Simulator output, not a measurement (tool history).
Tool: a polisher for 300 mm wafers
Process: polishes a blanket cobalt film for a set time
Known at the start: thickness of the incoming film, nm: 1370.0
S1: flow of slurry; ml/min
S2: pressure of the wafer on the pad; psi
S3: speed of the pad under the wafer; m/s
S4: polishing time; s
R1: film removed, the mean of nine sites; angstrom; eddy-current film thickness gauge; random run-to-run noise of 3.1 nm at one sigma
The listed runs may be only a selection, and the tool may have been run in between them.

run  hour   S1   S2    S3  S4      R1
  1     0  240    2  0.94  47  2662.4
  2   6.4  240    2  0.78  47  2220.3
  3   9.5  240  2.2  0.78  47  2414.7
  4    13  240  2.3  0.78  47  2516.8
  5  17.5  240  2.4  0.78  47  2659.1
  6  21.7  240  2.5  0.78  47  2730.9
  7  25.4  240  2.6  0.78  47    2858

Predict the results of run 8:
  8    26  255  3.1  0.8  47   ?

R1: 3524.3 angstrom

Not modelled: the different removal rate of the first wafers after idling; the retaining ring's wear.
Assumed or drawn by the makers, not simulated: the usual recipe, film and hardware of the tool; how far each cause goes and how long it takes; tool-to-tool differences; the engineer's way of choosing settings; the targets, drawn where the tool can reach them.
